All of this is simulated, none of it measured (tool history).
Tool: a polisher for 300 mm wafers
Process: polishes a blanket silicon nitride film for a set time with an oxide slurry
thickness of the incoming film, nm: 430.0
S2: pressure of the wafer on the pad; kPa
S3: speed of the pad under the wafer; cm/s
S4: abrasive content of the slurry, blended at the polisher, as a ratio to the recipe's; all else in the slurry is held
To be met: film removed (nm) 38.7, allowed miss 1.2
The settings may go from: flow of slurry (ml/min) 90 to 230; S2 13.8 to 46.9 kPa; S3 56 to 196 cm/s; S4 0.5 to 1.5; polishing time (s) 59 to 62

{"run": 1, "hour": 0.0, "flow of slurry (ml/min)": 150, "S2": 30.3, "S3": 126, "S4": 1, "polishing time (s)": 59, "film removed (nm)": 46.084}
{"run": 2, "hour": 4.0, "flow of slurry (ml/min)": 150, "S2": 30.3, "S3": 126, "S4": 0.9, "polishing time (s)": 59, "film removed (nm)": 42.725}
{"run": 3, "hour": 13.0, "flow of slurry (ml/min)": 145, "S2": 29.6, "S3": 126, "S4": 0.9, "polishing time (s)": 59, "film removed (nm)": 40.682}
{"run": 4, "hour": 18.3, "flow of slurry (ml/min)": 145, "S2": 29.6, "S3": 126, "S4": 0.9, "polishing time (s)": 62, "film removed (nm)": 42.476}
{"hour": 26.2, "done": "slurry nozzle cleaned"}
{"run": 5, "hour": 26.2, "flow of slurry (ml/min)": 145, "S2": 29.6, "S3": 126, "S4": 1, "polishing time (s)": 62, "film removed (nm)": 48.683}
{"run": 6, "hour": 30.6, "flow of slurry (ml/min)": 145, "S2": 29.6, "S3": 106, "S4": 1, "polishing time (s)": 62, "film removed (nm)": 44.062}
{"run": 7, "hour": 35.3, "flow of slurry (ml/min)": 135, "S2": 29, "S3": 106, "S4": 1, "polishing time (s)": 62, "film removed (nm)": 42.127}
{"run": 8, "hour": 38.4, "flow of slurry (ml/min)": 130, "S2": 28.3, "S3": 106, "S4": 1, "polishing time (s)": 62, "film removed (nm)": 41.278}

4 next moves are on the table. One of them brings every result within its allowed miss. Which?
{"run": "A", "hour": 41.5, "flow of slurry (ml/min)": 130, "S2": 31.7, "S3": 80, "S4": 1.15, "polishing time (s)": 62, "film removed (nm)": "?"}
{"run": "B", "hour": 41.5, "flow of slurry (ml/min)": 140, "S2": 26.9, "S3": 110, "S4": 0.95, "polishing time (s)": 62, "film removed (nm)": "?"}
{"run": "C", "hour": 41.5, "flow of slurry (ml/min)": 135, "S2": 30.3, "S3": 114, "S4": 0.95, "polishing time (s)": 62, "film removed (nm)": "?"}
{"run": "D", "hour": 41.5, "flow of slurry (ml/min)": 130, "S2": 26.2, "S3": 122, "S4": 1.05, "polishing time (s)": 61, "film removed (nm)": "?"}

move=A film_removed_(nm)=41.854
move=B film_removed_(nm)=39.031
move=C film_removed_(nm)=44.547
move=D film_removed_(nm)=42.213
A: further off than the last run
B: meets every target
C: further off than the last run
D: further off than the last run
The right move is B.

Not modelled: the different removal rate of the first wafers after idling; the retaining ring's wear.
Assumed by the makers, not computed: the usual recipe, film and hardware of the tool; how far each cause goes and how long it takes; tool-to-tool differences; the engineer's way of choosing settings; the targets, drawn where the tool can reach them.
